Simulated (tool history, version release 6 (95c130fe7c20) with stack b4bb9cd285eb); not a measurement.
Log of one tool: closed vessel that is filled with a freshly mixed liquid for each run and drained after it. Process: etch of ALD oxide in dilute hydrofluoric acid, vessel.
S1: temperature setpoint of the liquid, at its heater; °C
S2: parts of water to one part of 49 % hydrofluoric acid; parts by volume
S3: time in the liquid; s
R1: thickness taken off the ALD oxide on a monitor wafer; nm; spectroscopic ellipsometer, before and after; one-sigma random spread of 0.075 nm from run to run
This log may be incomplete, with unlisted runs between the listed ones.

run 1 day=0.000 | S1=25.0 S2=260 S3=575 | R1=17.511
run 2 day=0.208 | S1=24.0 S2=270 S3=575 | R1=16.046
run 3 day=0.333 | S1=22.5 S2=270 S3=575 | R1=15.205
run 4 day=0.417 | S1=21.0 S2=270 S3=575 | R1=14.530
run 5 day=0.512 | S1=20.5 S2=275 S3=575 | R1=13.730
run 6 day=0.596 | S1=20.5 S2=185 S3=575 | R1=22.069
run 7 day=0.717 | S1=20.0 S2=200 S3=575 | R1=20.220

What will run 8 give?
run 8 day=0.767 | S1=17.0 S2=305 S3=575 | R1=?

Logged for run 8: R1 10.720 nm.
